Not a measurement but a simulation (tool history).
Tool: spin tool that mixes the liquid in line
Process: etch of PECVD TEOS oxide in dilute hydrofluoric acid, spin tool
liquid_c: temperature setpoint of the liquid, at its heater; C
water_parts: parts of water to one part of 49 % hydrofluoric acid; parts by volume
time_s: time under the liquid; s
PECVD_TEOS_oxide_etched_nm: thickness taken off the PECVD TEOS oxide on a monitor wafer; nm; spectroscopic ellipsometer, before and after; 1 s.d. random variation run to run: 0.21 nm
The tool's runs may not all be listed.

run 1 hour=0.0 | liquid_c=25.0 water_parts=265 time_s=270 | PECVD_TEOS_oxide_etched_nm=15.219
run 2 hour=7.1 | liquid_c=25.0 water_parts=345 time_s=270 | PECVD_TEOS_oxide_etched_nm=10.803
run 3 hour=9.4 | liquid_c=26.0 water_parts=325 time_s=270 | PECVD_TEOS_oxide_etched_nm=12.221
run 4 hour=16.7 | liquid_c=26.0 water_parts=325 time_s=270 | PECVD_TEOS_oxide_etched_nm=12.016
run 5 hour=18.8 | liquid_c=27.5 water_parts=325 time_s=270 | PECVD_TEOS_oxide_etched_nm=12.845
run 6 hour=24.4 | liquid_c=28.0 water_parts=305 time_s=270 | PECVD_TEOS_oxide_etched_nm=14.138
run 7 hour=27.0 | liquid_c=28.5 water_parts=290 time_s=270 | PECVD_TEOS_oxide_etched_nm=15.245
run 8 hour=27.8 | liquid_c=29.0 water_parts=275 time_s=270 | PECVD_TEOS_oxide_etched_nm=16.866
run 9 hour=32.4 | liquid_c=33.0 water_parts=170 time_s=270 | PECVD_TEOS_oxide_etched_nm=35.682
run 10 hour=39.8 | liquid_c=32.5 water_parts=170 time_s=270 | PECVD_TEOS_oxide_etched_nm=34.415
run 11 hour=48.3 | liquid_c=32.0 water_parts=170 time_s=270 | PECVD_TEOS_oxide_etched_nm=34.023
run 12 hour=56.4 | liquid_c=31.5 water_parts=170 time_s=270 | PECVD_TEOS_oxide_etched_nm=33.425

Run 13 comes next. What will it give?
run 13 hour=59.9 | liquid_c=31.0 water_parts=170 time_s=270 | PECVD_TEOS_oxide_etched_nm=?

Run 13 yielded PECVD_TEOS_oxide_etched_nm 32.696 nm.
